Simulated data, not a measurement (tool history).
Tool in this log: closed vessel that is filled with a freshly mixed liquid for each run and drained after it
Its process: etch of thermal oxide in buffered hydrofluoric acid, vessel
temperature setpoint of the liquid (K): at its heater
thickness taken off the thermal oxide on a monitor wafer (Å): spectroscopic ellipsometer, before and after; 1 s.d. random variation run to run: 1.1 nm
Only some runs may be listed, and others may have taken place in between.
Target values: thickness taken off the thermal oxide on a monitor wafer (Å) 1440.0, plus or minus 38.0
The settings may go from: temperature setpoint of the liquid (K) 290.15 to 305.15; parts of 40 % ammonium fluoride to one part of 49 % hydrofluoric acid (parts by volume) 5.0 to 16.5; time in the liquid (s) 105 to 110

run,hour,temperature setpoint of the liquid (K),parts of 40 % ammonium fluoride to one part of 49 % hydrofluoric acid (parts by volume),time in the liquid (s),thickness taken off the thermal oxide on a monitor wafer (Å)
1,0.0,297.15,10.0,105,1224.7
2,6.0,298.15,10.0,105,1302.3
3,12.3,298.65,10.0,105,1334.4
4,16.4,301.15,10.0,105,1520.4
5,17.8,300.65,10.0,105,1505.1
6,18.7,300.65,13.0,105,1141.4
7,26.2,302.15,13.0,105,1255.2
8,34.1,302.65,13.0,105,1288.9
9,39.6,303.15,13.0,105,1295.6
10,48.9,303.65,13.0,105,1353.2
11,50.7,304.15,13.0,105,1388.5

Next run, 4 choices. One meets every target within its allowed miss, the rest don't. Which?
A,52.5,301.15,12.5,110,?
B,52.5,303.15,12.5,110,?
C,52.5,305.15,15.0,110,?
D,52.5,304.15,13.5,105,?

move,thickness taken off the thermal oxide on a monitor wafer (Å)
A,1274.7
B,1416.8
C,1315.9
D,1321.9
A: misses by more than the last run did
B: each result inside its tolerance
C: misses by more than the last run did
D: misses by more than the last run did
The move that meets every target is B.
